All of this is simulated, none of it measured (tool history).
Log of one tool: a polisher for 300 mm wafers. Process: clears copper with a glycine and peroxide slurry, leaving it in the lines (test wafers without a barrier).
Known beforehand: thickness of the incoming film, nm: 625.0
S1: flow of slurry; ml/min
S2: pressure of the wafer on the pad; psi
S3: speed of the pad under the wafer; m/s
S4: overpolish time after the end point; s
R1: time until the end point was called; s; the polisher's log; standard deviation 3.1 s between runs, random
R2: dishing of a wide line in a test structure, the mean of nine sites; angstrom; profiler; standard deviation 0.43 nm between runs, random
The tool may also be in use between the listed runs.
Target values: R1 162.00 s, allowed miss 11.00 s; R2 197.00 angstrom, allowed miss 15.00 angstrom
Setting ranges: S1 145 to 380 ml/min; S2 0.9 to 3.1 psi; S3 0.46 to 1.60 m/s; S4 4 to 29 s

run,hour,S1,S2,S3,S4,R1,R2
1,0.0,245,2.0,1.02,15,138.90,282.85
2,0.6,245,1.9,1.02,13,141.79,269.47
3,9.3,245,1.9,1.02,16,144.71,279.10
4,18.3,240,1.7,1.06,13,154.93,245.37
5,19.4,240,1.7,1.06,16,148.85,280.72
6,23.1,240,1.7,1.06,14,144.51,268.98
7,29.7,240,1.7,1.06,14,146.00,252.39
8,31.6,240,1.4,1.04,7,174.40,159.93
9,39.4,240,1.5,1.04,8,170.96,172.96
10,43.8,240,1.7,1.04,11,153.57,230.46

4 next moves are on the table. One of them brings every result within its allowed miss. Which?
A,48.2,240,1.6,1.00,9,?,?
B,48.2,215,1.6,0.84,10,?,?
C,48.2,195,1.5,0.82,11,?,?
D,48.2,230,1.1,1.06,14,?,?

move,R1,R2
A,159.96,199.09
B,180.30,199.33
C,193.04,203.74
D,201.05,229.44
A: each result inside its tolerance
B: brings the last run's worst result on target, with another outside its allowed miss
C: brings the last run's worst result on target, with another outside its allowed miss
D: misses by more than the last run did
So the answer is move A, the one that meets all the targets.

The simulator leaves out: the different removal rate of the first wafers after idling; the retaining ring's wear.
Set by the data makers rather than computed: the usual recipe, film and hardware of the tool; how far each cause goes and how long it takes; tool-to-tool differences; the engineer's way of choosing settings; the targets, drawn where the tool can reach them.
